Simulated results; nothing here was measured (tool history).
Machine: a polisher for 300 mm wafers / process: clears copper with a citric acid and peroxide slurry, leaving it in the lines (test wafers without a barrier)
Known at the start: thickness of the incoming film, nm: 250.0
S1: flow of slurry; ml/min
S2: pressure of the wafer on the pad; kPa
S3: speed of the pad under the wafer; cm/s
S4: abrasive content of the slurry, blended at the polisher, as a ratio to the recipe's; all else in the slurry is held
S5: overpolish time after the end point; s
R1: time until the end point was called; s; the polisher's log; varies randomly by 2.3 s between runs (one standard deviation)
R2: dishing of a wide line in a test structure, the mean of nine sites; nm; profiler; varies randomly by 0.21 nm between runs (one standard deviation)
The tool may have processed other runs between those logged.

| run | hour | S1 | S2 | S3 | S4 | S5 | R1 | R2 |
|---|---|---|---|---|---|---|---|---|
| 1 | 0.0 | 240 | 19.3 | 96 | 1.00 | 22 | 138.00 | 25.814 |
| 2 | 4.7 | 240 | 18.6 | 98 | 1.00 | 19 | 135.94 | 22.697 |
| 3 | 10.9 | 235 | 16.5 | 104 | 0.95 | 17 | 143.95 | 19.858 |
| 4 | 18.3 | 225 | 15.2 | 112 | 0.85 | 15 | 150.68 | 16.532 |
| 5 | 21.4 | 210 | 14.5 | 120 | 0.80 | 14 | 146.07 | 15.993 |
| 6 | 22.1 | 200 | 13.8 | 126 | 0.75 | 13 | 148.15 | 15.177 |
| 7 | 30.5 | 215 | 13.1 | 130 | 0.70 | 12 | 153.05 | 13.686 |
| 8 | 32.6 | 245 | 13.1 | 134 | 0.65 | 11 | 150.19 | 12.690 |
| 9 | 40.1 | 270 | 13.1 | 136 | 0.60 | 10 | 145.97 | 11.811 |
| 10 | 47.0 | 270 | 13.1 | 136 | 0.60 | 10 | 148.02 | 11.935 |
| 11 | 49.3 | 290 | 13.1 | 138 | 0.60 | 9 | 142.47 | 11.186 |
| 12 | 54.2 | 305 | 13.1 | 140 | 0.60 | 9 | 140.44 | 10.594 |

Estimate the outcome of run 13 from the log above:
| 13 | 58.7 | 310 | 13.1 | 140 | 0.60 | 9 | ? | ? |

Run 13 came out at R1 138.92 s, R2 11.382 nm.
